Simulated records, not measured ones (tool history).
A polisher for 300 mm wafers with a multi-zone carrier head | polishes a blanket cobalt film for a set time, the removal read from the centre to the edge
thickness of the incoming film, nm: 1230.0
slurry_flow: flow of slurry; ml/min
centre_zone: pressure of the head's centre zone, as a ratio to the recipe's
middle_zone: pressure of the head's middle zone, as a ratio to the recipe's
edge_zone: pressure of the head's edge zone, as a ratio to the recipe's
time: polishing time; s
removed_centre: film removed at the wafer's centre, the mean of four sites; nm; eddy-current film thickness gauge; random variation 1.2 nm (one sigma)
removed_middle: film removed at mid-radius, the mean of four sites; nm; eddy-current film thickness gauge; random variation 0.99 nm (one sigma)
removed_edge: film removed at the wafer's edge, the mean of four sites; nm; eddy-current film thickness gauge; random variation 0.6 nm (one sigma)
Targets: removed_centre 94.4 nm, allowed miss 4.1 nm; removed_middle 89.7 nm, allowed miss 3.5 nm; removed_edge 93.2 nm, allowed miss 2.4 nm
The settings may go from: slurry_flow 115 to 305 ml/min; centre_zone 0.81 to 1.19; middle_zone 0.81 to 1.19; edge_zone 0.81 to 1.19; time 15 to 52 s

Run 1, hour 0: slurry_flow 195 ml/min, centre_zone 1, middle_zone 1, edge_zone 1, time 33 s. Result: removed_centre 110.72 nm, removed_middle 111.95 nm, removed_edge 108.59 nm.
Run 2, hour 0.7: slurry_flow 190 ml/min, centre_zone 0.99, middle_zone 0.99, edge_zone 0.99, time 33 s. Result: removed_centre 109.62 nm, removed_middle 108.18 nm, removed_edge 108.15 nm.
Run 3, hour 5.4: slurry_flow 210 ml/min, centre_zone 0.99, middle_zone 0.99, edge_zone 0.99, time 33 s. Result: removed_centre 111.77 nm, removed_middle 111.11 nm, removed_edge 109.96 nm.
Run 4, hour 8: slurry_flow 210 ml/min, centre_zone 0.99, middle_zone 0.99, edge_zone 1.05, time 33 s. Result: removed_centre 111.98 nm, removed_middle 112 nm, removed_edge 111.48 nm.
Run 5, hour 13: slurry_flow 210 ml/min, centre_zone 1.06, middle_zone 0.99, edge_zone 1.05, time 33 s. Result: removed_centre 119.98 nm, removed_middle 107.77 nm, removed_edge 113.21 nm.
Run 6, hour 17: slurry_flow 255 ml/min, centre_zone 1.06, middle_zone 0.99, edge_zone 1.05, time 33 s. Result: removed_centre 121.23 nm, removed_middle 116.17 nm, removed_edge 115.35 nm.
At hour 18.1: slurry nozzle cleaned.
Run 7, hour 18.1: slurry_flow 250 ml/min, centre_zone 1.05, middle_zone 0.98, edge_zone 1.04, time 33 s. Result: removed_centre 127.86 nm, removed_middle 119.08 nm, removed_edge 117.26 nm.
Run 8, hour 18.6: slurry_flow 255 ml/min, centre_zone 1.08, middle_zone 0.99, edge_zone 1.14, time 23 s. Result: removed_centre 90.543 nm, removed_middle 82.643 nm, removed_edge 86.211 nm.
Run 9, hour 25: slurry_flow 260 ml/min, centre_zone 1.08, middle_zone 0.99, edge_zone 1.14, time 23 s. Result: removed_centre 91.434 nm, removed_middle 83.267 nm, removed_edge 86.001 nm.

Which of these 5 next moves meets every target?
Run A, hour 31.4: slurry_flow 190 ml/min, centre_zone 1.19, middle_zone 0.81, edge_zone 1.17, time 24 s. Result: removed_centre ?, removed_middle ?, removed_edge ?.
Run B, hour 31.4: slurry_flow 180 ml/min, centre_zone 1.08, middle_zone 0.82, edge_zone 1.17, time 24 s. Result: removed_centre ?, removed_middle ?, removed_edge ?.
Run C, hour 31.4: slurry_flow 265 ml/min, centre_zone 1.19, middle_zone 0.9, edge_zone 1.09, time 21 s. Result: removed_centre ?, removed_middle ?, removed_edge ?.
Run D, hour 31.4: slurry_flow 290 ml/min, centre_zone 1.04, middle_zone 1.01, edge_zone 1.19, time 24 s. Result: removed_centre ?, removed_middle ?, removed_edge ?.
Run E, hour 31.4: slurry_flow 235 ml/min, centre_zone 1.13, middle_zone 1.02, edge_zone 1.08, time 23 s. Result: removed_centre ?, removed_middle ?, removed_edge ?.

move  removed_centre  removed_middle  removed_edge
   A          102.57          75.349        89.205
   B          92.782          75.268        88.682
   C          93.976          72.566         77.57
   D          95.605          89.197        93.313
   E          96.611          83.993        83.615
A: further off than the last run
B: further off than the last run
C: further off than the last run
D: meets every target
E: further off than the last run
The right move is D.
